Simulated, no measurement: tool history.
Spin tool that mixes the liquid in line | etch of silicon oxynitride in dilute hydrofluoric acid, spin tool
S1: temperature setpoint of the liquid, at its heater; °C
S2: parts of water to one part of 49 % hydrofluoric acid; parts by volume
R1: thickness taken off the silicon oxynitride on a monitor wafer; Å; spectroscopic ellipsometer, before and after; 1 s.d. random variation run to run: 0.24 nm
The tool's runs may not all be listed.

Run 1, hour 0: S1 21 °C, S2 70 parts by volume, time under the liquid (s) 270. Result: R1 111.81 Å.
Run 2, hour 4.7: S1 23.5 °C, S2 60 parts by volume, time under the liquid (s) 270. Result: R1 147.24 Å.
Run 3, hour 8.4: S1 23.5 °C, S2 60 parts by volume, time under the liquid (s) 270. Result: R1 147.74 Å.
Run 4, hour 11.8: S1 23.5 °C, S2 60 parts by volume, time under the liquid (s) 270. Result: R1 148.46 Å.
Run 5, hour 20.6: S1 23.5 °C, S2 60 parts by volume, time under the liquid (s) 270. Result: R1 148.83 Å.
Run 6, hour 22.4: S1 21.5 °C, S2 60 parts by volume, time under the liquid (s) 270. Result: R1 136.36 Å.
Run 7, hour 23.7: S1 23.5 °C, S2 50 parts by volume, time under the liquid (s) 270. Result: R1 180.02 Å.
Run 8, hour 31.8: S1 25 °C, S2 45 parts by volume, time under the liquid (s) 270. Result: R1 214.19 Å.
Run 9, hour 35.2: S1 25 °C, S2 45 parts by volume, time under the liquid (s) 270. Result: R1 216.39 Å.

What does the tool deliver on the next run?
Run 10, hour 39.9: S1 29 °C, S2 40 parts by volume, time under the liquid (s) 270. Result: R1 ?.

Run 10 yielded R1 297.55 Å.
